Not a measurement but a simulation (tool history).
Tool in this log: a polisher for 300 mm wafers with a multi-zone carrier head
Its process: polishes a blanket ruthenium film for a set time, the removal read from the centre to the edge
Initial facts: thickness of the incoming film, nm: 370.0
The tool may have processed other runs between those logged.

run  hour  flow of slurry (ml/min)  pressure of the head's centre zone  pressure of the head's middle zone  pressure of the head's edge zone  polishing time (s)  film removed at the wafer's centre (Å)  film removed at mid-radius (Å)  film removed at the wafer's edge (Å)
  1     0                      225                                   1                                   1                                 1                  52                                  564.69                          563.69                                583.65
  2   8.3                      225                                   1                                1.06                                 1                  52                                  565.09                           585.3                                587.07
  3   9.8                      225                                1.07                                1.06                                 1                  52                                  601.96                          586.89                                577.75
  4  17.7                      220                                1.04                                1.04                              0.98                  51                                  575.62                          567.26                                564.65
  5  24.1                      215                                1.02                                1.03                              0.96                  50                                   540.5                          555.07                                 547.6
  6  26.7                      210                                1.02                                1.01                              0.95                  50                                  545.74                          542.43                                542.63
  7  33.3                      205                                1.01                                   1                              0.94                  50                                  535.09                          539.79                                547.51
  8  36.3                      205                                1.01                                   1                              0.93                  49                                  530.49                          514.92                                 524.4
  9  42.3                      200                                   1                                   1                              0.92                  49                                  520.68                          520.31                                530.08
 10  50.8                      195                                0.99                                   1                              0.91                  49                                  515.97                          515.82                                526.31
 11  54.7                      190                                0.98                                   1                               0.9                  49                                  505.46                          514.53                                527.42
 12  62.9                      190                                0.98                                   1                              0.89                  49                                   508.4                           509.3                                524.33

What will run 13 give?
 13  70.4                      190                                0.98                                1.01                              0.88                  49                                       ?                               ?                                     ?

Run 13 measured film removed at the wafer's centre (Å) 503.92, film removed at mid-radius (Å) 516.12, film removed at the wafer's edge (Å) 519.42.
